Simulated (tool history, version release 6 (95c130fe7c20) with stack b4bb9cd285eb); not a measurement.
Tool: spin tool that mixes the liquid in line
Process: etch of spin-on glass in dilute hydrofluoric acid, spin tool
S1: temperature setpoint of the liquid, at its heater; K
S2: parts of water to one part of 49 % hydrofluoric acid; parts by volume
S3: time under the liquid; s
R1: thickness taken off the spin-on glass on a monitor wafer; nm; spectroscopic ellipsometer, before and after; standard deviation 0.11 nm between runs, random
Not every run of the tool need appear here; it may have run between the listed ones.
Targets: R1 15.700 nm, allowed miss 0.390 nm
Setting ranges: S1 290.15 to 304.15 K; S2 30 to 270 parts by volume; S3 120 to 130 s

run,day,S1,S2,S3,R1
1,0.000,296.15,150,120,28.132
2,0.100,294.15,165,120,23.231
3,0.421,294.15,115,120,34.626
4,0.475,292.65,145,120,25.506
5,0.654,295.15,145,120,27.628
6,0.900,295.15,100,120,43.055
# day 1.004: thermometer replaced
7,1.004,293.65,130,120,32.571
8,1.171,293.15,155,120,26.452
9,1.529,293.15,180,120,22.233
10,1.662,292.65,195,120,19.777
11,1.875,292.15,205,120,18.170
12,2.004,291.65,210,120,17.550
13,2.183,291.15,215,120,16.503
14,2.292,290.65,215,120,16.420
15,2.650,290.65,215,120,16.309

Which one of the following 4 next-run settings gets every result inside its allowed miss? There is exactly one.
A,3.008,290.65,230,125,?
B,3.008,293.15,235,130,?
C,3.008,290.15,205,120,?
D,3.008,290.15,220,130,?

move,R1
A,15.586
B,17.384
C,16.836
D,16.767
A: every result within its allowed miss
B: further off than the last run
C: further off than the last run
D: further off than the last run
The move that meets every target is A.
